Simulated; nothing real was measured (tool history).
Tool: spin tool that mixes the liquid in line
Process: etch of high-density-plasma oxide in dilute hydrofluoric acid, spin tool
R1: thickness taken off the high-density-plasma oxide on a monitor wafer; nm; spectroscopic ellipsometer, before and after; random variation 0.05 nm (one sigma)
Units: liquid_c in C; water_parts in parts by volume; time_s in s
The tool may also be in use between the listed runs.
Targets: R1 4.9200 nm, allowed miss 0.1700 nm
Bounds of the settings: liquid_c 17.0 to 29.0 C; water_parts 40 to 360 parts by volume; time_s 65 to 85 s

{"run": 1, "day": 0.0, "liquid_c": 21.0, "water_parts": 200, "time_s": 85, "R1": 1.8809}
{"run": 2, "day": 0.025, "liquid_c": 21.0, "water_parts": 140, "time_s": 85, "R1": 2.8122}
{"run": 3, "day": 0.246, "liquid_c": 23.5, "water_parts": 125, "time_s": 85, "R1": 3.5731}
{"run": 4, "day": 0.562, "liquid_c": 23.5, "water_parts": 185, "time_s": 85, "R1": 2.2019}
{"run": 5, "day": 0.883, "liquid_c": 26.5, "water_parts": 185, "time_s": 85, "R1": 2.5375}
{"run": 6, "day": 1.233, "liquid_c": 26.5, "water_parts": 125, "time_s": 85, "R1": 3.924}
{"run": 7, "day": 1.562, "liquid_c": 27.5, "water_parts": 120, "time_s": 85, "R1": 4.3435}
{"run": 8, "day": 1.742, "liquid_c": 28.0, "water_parts": 115, "time_s": 85, "R1": 4.6387}
{"run": 9, "day": 1.979, "liquid_c": 28.5, "water_parts": 115, "time_s": 85, "R1": 4.7249}

4 next moves are on the table. One of them brings every result within its allowed miss. Which?
{"run": "A", "day": 2.217, "liquid_c": 28.5, "water_parts": 110, "time_s": 85, "R1": "?"}
{"run": "B", "day": 2.217, "liquid_c": 26.0, "water_parts": 85, "time_s": 65, "R1": "?"}
{"run": "C", "day": 2.217, "liquid_c": 29.0, "water_parts": 120, "time_s": 85, "R1": "?"}
{"run": "D", "day": 2.217, "liquid_c": 29.0, "water_parts": 105, "time_s": 85, "R1": "?"}

move=A R1=4.9554
move=B R1=4.6043
move=C R1=4.5667
move=D R1=5.3261
A: meets every target
B: further off than the last run
C: further off than the last run
D: takes the result that was furthest off past its target
Answer: A
